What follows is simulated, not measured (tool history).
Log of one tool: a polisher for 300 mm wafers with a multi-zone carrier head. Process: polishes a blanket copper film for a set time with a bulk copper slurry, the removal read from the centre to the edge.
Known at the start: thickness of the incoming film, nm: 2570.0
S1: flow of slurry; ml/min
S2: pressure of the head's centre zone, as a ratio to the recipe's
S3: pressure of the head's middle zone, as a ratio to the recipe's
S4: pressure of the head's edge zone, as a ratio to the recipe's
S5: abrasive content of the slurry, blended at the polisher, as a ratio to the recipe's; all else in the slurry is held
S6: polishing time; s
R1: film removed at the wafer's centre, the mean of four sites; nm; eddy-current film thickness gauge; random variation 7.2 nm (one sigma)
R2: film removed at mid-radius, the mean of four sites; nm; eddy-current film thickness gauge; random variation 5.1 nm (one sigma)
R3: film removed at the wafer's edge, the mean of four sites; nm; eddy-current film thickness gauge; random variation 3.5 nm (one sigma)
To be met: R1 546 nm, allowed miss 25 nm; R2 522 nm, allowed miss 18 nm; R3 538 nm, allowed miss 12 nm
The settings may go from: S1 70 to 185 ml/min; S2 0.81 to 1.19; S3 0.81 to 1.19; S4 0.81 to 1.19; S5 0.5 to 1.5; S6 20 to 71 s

{"run": 1, "hour": 0.0, "S1": 120, "S2": 1, "S3": 1, "S4": 1, "S5": 1, "S6": 45, "R1": 343.38, "R2": 348.17, "R3": 349.08}
{"run": 2, "hour": 4.4, "S1": 120, "S2": 1, "S3": 1, "S4": 1, "S5": 1, "S6": 52, "R1": 392.03, "R2": 410.59, "R3": 400.64}
{"run": 3, "hour": 8.0, "S1": 135, "S2": 1.03, "S3": 1, "S4": 1.05, "S5": 1.15, "S6": 53, "R1": 457.45, "R2": 452.89, "R3": 450.7}
{"run": 4, "hour": 16.0, "S1": 145, "S2": 1.03, "S3": 1, "S4": 1.09, "S5": 1.2, "S6": 53, "R1": 453.43, "R2": 468.21, "R3": 473.07}
{"run": 5, "hour": 17.7, "S1": 145, "S2": 1.03, "S3": 1, "S4": 1.09, "S5": 1.05, "S6": 53, "R1": 447.03, "R2": 442.57, "R3": 447.45}
{"run": 6, "hour": 19.5, "S1": 145, "S2": 1.03, "S3": 0.92, "S4": 1.09, "S5": 1.05, "S6": 53, "R1": 430.17, "R2": 413.52, "R3": 451.94}
{"run": 7, "hour": 23.1, "S1": 155, "S2": 1.05, "S3": 0.95, "S4": 1.11, "S5": 1.15, "S6": 53, "R1": 472.41, "R2": 443.38, "R3": 469.07}
{"run": 8, "hour": 27.8, "S1": 160, "S2": 1.06, "S3": 0.96, "S4": 1.13, "S5": 1.25, "S6": 53, "R1": 487.51, "R2": 457.82, "R3": 488.99}

4 next moves are on the table. One of them brings every result within its allowed miss. Which?
{"run": "A", "hour": 32.5, "S1": 185, "S2": 1.08, "S3": 1.01, "S4": 1.15, "S5": 1.35, "S6": 55, "R1": "?", "R2": "?", "R3": "?"}
{"run": "B", "hour": 32.5, "S1": 160, "S2": 1.11, "S3": 0.95, "S4": 1.19, "S5": 1.25, "S6": 46, "R1": "?", "R2": "?", "R3": "?"}
{"run": "C", "hour": 32.5, "S1": 180, "S2": 1.08, "S3": 1.19, "S4": 1, "S5": 1.25, "S6": 50, "R1": "?", "R2": "?", "R3": "?"}
{"run": "D", "hour": 32.5, "S1": 160, "S2": 1.06, "S3": 1.07, "S4": 1.09, "S5": 1.45, "S6": 45, "R1": "?", "R2": "?", "R3": "?"}

move=A R1=564.52 R2=532.22 R3=526.98
move=B R1=458.39 R2=400.98 R3=429.77
move=C R1=499.18 R2=541.36 R3=433.94
move=D R1=447.67 R2=453.41 R3=419.23
A: meets every target
B: further off than the last run
C: further off than the last run
D: further off than the last run
Answer: A
